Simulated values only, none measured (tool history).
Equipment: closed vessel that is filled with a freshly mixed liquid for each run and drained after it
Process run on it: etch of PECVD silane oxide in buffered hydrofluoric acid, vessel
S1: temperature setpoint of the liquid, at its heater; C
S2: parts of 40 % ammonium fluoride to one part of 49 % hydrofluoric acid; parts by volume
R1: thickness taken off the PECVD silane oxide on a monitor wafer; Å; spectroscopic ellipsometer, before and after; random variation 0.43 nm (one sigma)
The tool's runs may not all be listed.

run 1 hour=0.0 | S1=23.0 S2=13.5 time_in_the_liquid_(s)=100 | R1=1397.70
run 2 hour=7.4 | S1=22.5 S2=14.0 time_in_the_liquid_(s)=100 | R1=1298.70
run 3 hour=8.6 | S1=22.5 S2=10.5 time_in_the_liquid_(s)=100 | R1=1723.10
run 4 hour=14.9 | S1=24.0 S2=10.5 time_in_the_liquid_(s)=100 | R1=1868.10
run 5 hour=20.6 | S1=23.0 S2=11.5 time_in_the_liquid_(s)=100 | R1=1616.70
run 6 hour=23.0 | S1=23.0 S2=11.5 time_in_the_liquid_(s)=110 | R1=1765.30
run 7 hour=31.5 | S1=22.5 S2=12.5 time_in_the_liquid_(s)=110 | R1=1595.50
run 8 hour=37.3 | S1=22.0 S2=13.0 time_in_the_liquid_(s)=110 | R1=1484.00
-- hour=41.8 hydrofluoric acid flow meter replaced
run 9 hour=41.8 | S1=21.5 S2=13.5 time_in_the_liquid_(s)=110 | R1=1330.40
run 10 hour=48.5 | S1=21.0 S2=13.5 time_in_the_liquid_(s)=110 | R1=1306.90
run 11 hour=54.4 | S1=20.5 S2=14.0 time_in_the_liquid_(s)=110 | R1=1208.10
run 12 hour=60.7 | S1=20.0 S2=14.5 time_in_the_liquid_(s)=110 | R1=1132.90
run 13 hour=70.0 | S1=19.5 S2=15.0 time_in_the_liquid_(s)=110 | R1=1066.10
run 14 hour=71.0 | S1=19.0 S2=15.0 time_in_the_liquid_(s)=110 | R1=1044.80
run 15 hour=72.2 | S1=19.0 S2=15.5 time_in_the_liquid_(s)=110 | R1=1008.80

Estimate the outcome of run 16 from the log above:
run 16 hour=77.8 | S1=18.0 S2=16.5 time_in_the_liquid_(s)=110 | R1=?

{"run 16": {"R1": 885.55}}
